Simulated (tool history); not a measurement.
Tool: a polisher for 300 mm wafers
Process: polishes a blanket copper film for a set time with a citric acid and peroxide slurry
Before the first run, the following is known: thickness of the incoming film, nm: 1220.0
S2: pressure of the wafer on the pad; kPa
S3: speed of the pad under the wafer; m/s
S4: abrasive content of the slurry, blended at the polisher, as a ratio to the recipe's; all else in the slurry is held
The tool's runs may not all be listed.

run 1 hour=0 | flow_of_slurry_(ml/min)=180 S2=13.8 S3=1.14 S4=1 polishing_time_(s)=51 | film_removed_(angstrom)=1040.8
run 2 hour=6.1 | flow_of_slurry_(ml/min)=135 S2=13.8 S3=1.14 S4=1 polishing_time_(s)=51 | film_removed_(angstrom)=981.78
run 3 hour=12.3 | flow_of_slurry_(ml/min)=135 S2=16.5 S3=1.14 S4=1 polishing_time_(s)=51 | film_removed_(angstrom)=1146.3
run 4 hour=17.1 | flow_of_slurry_(ml/min)=130 S2=15.2 S3=1.14 S4=1 polishing_time_(s)=51 | film_removed_(angstrom)=1072.4
run 5 hour=24.5 | flow_of_slurry_(ml/min)=130 S2=13.8 S3=1.14 S4=1 polishing_time_(s)=51 | film_removed_(angstrom)=979.91
run 6 hour=28.7 | flow_of_slurry_(ml/min)=130 S2=13.1 S3=1.14 S4=1 polishing_time_(s)=51 | film_removed_(angstrom)=915.75
run 7 hour=30.1 | flow_of_slurry_(ml/min)=125 S2=12.4 S3=1.14 S4=1 polishing_time_(s)=51 | film_removed_(angstrom)=855.75
run 8 hour=31.9 | flow_of_slurry_(ml/min)=120 S2=11.7 S3=1.14 S4=1 polishing_time_(s)=51 | film_removed_(angstrom)=812.62

The next listed run, before its measurement:
run 9 hour=38.6 | flow_of_slurry_(ml/min)=115 S2=11 S3=1.14 S4=1 polishing_time_(s)=51 | film_removed_(angstrom)=?

Run 9 yielded film removed (angstrom) 757.85.
